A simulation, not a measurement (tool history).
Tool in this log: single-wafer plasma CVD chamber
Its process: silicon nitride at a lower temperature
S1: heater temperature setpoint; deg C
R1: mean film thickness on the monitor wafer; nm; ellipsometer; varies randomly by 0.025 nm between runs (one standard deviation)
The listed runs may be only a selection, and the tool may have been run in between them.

run 1 day=0.000 | S1=345 chamber_pressure_(mTorr)=1130 RF_power_(kW)=0.250 deposition_time_(s)=13.7 | R1=13.123
run 2 day=0.338 | S1=345 chamber_pressure_(mTorr)=1070 RF_power_(kW)=0.250 deposition_time_(s)=13.7 | R1=12.933
run 3 day=0.708 | S1=345 chamber_pressure_(mTorr)=980 RF_power_(kW)=0.250 deposition_time_(s)=13.7 | R1=12.583
run 4 day=0.933 | S1=345 chamber_pressure_(mTorr)=980 RF_power_(kW)=0.275 deposition_time_(s)=13.7 | R1=13.486
run 5 day=1.129 | S1=345 chamber_pressure_(mTorr)=980 RF_power_(kW)=0.275 deposition_time_(s)=13.0 | R1=12.814
run 6 day=1.462 | S1=345 chamber_pressure_(mTorr)=940 RF_power_(kW)=0.275 deposition_time_(s)=13.0 | R1=12.639
run 7 day=1.812 | S1=345 chamber_pressure_(mTorr)=910 RF_power_(kW)=0.275 deposition_time_(s)=13.0 | R1=12.443

For run 8, what comes out?
run 8 day=1.842 | S1=345 chamber_pressure_(mTorr)=900 RF_power_(kW)=0.275 deposition_time_(s)=13.0 | R1=?

R1: 12.517 nm

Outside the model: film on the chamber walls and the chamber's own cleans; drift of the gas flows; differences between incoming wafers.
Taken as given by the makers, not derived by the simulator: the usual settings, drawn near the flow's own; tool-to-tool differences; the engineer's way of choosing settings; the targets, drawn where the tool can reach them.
